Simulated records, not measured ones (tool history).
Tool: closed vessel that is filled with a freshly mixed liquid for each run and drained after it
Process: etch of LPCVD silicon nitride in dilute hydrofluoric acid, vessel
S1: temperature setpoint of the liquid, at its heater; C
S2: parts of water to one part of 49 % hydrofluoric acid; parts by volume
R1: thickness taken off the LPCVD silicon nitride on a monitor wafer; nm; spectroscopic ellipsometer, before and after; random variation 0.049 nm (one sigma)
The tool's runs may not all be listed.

run 1 day=0.000 | S1=21.0 S2=115 time_in_the_liquid_(s)=2755 | R1=8.4787
run 2 day=0.088 | S1=20.5 S2=115 time_in_the_liquid_(s)=2755 | R1=8.2964
run 3 day=0.358 | S1=20.0 S2=115 time_in_the_liquid_(s)=2755 | R1=7.8560
run 4 day=0.696 | S1=20.0 S2=115 time_in_the_liquid_(s)=2965 | R1=8.6367
run 5 day=0.762 | S1=23.5 S2=115 time_in_the_liquid_(s)=2965 | R1=10.7860
run 6 day=1.008 | S1=21.5 S2=115 time_in_the_liquid_(s)=2965 | R1=9.3453
run 7 day=1.242 | S1=21.0 S2=120 time_in_the_liquid_(s)=2965 | R1=8.8162

The next listed run, before its measurement:
run 8 day=1.504 | S1=17.0 S2=150 time_in_the_liquid_(s)=2955 | R1=?

Run 8 gave R1 5.3335 nm.

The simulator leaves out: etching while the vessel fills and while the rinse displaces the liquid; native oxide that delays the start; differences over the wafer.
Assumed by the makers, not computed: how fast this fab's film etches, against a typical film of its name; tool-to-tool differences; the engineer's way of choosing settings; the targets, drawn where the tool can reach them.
